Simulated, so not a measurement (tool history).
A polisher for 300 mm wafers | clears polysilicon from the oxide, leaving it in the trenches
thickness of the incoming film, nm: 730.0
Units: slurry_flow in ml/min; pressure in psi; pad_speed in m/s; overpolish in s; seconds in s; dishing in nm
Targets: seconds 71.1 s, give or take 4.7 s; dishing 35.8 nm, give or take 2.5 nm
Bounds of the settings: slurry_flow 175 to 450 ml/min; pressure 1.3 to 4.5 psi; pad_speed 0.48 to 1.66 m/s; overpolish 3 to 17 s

run 1 day=0 | slurry_flow=290 pressure=2.9 pad_speed=1.06 overpolish=9 | seconds=42.753 dishing=44.931
run 2 day=0.346 | slurry_flow=290 pressure=2.7 pad_speed=1.04 overpolish=8 | seconds=46.844 dishing=42.355
run 3 day=0.525 | slurry_flow=290 pressure=2.7 pad_speed=1.04 overpolish=12 | seconds=46.738 dishing=46.506
run 4 day=0.712 | slurry_flow=290 pressure=2.7 pad_speed=1.04 overpolish=8 | seconds=46.88 dishing=44.171
run 5 day=1.062 | slurry_flow=290 pressure=2.6 pad_speed=1.02 overpolish=7 | seconds=53.118 dishing=40.231
run 6 day=1.096 | slurry_flow=290 pressure=2.5 pad_speed=1.02 overpolish=7 | seconds=53.864 dishing=40.847
run 7 day=1.142 | slurry_flow=290 pressure=2.4 pad_speed=1.02 overpolish=7 | seconds=55.859 dishing=39.254
run 8 day=1.433 | slurry_flow=290 pressure=2.3 pad_speed=1.02 overpolish=7 | seconds=56.341 dishing=39.766
run 9 day=1.604 | slurry_flow=290 pressure=2.2 pad_speed=1.02 overpolish=7 | seconds=60.999 dishing=37.597
run 10 day=1.912 | slurry_flow=290 pressure=2 pad_speed=1 overpolish=8 | seconds=68.844 dishing=39.243

Exactly one of the 5 candidate moves below puts every result within its allowed miss. Which one?
run A day=2.221 | slurry_flow=340 pressure=1.5 pad_speed=1.2 overpolish=15 | seconds=? dishing=?
run B day=2.221 | slurry_flow=325 pressure=2.2 pad_speed=0.86 overpolish=14 | seconds=? dishing=?
run C day=2.221 | slurry_flow=275 pressure=1.7 pad_speed=1.16 overpolish=11 | seconds=? dishing=?
run D day=2.221 | slurry_flow=290 pressure=2.3 pad_speed=0.92 overpolish=11 | seconds=? dishing=?
run E day=2.221 | slurry_flow=305 pressure=2 pad_speed=0.94 overpolish=7 | seconds=? dishing=?

move=A seconds=72.937 dishing=44.751
move=B seconds=70.179 dishing=44.52
move=C seconds=68.212 dishing=42.534
move=D seconds=63.635 dishing=43.255
move=E seconds=70.953 dishing=35.709
A: further off than the last run
B: further off than the last run
C: further off than the last run
D: further off than the last run
E: meets every target
So the answer is move E, the one that meets all the targets.

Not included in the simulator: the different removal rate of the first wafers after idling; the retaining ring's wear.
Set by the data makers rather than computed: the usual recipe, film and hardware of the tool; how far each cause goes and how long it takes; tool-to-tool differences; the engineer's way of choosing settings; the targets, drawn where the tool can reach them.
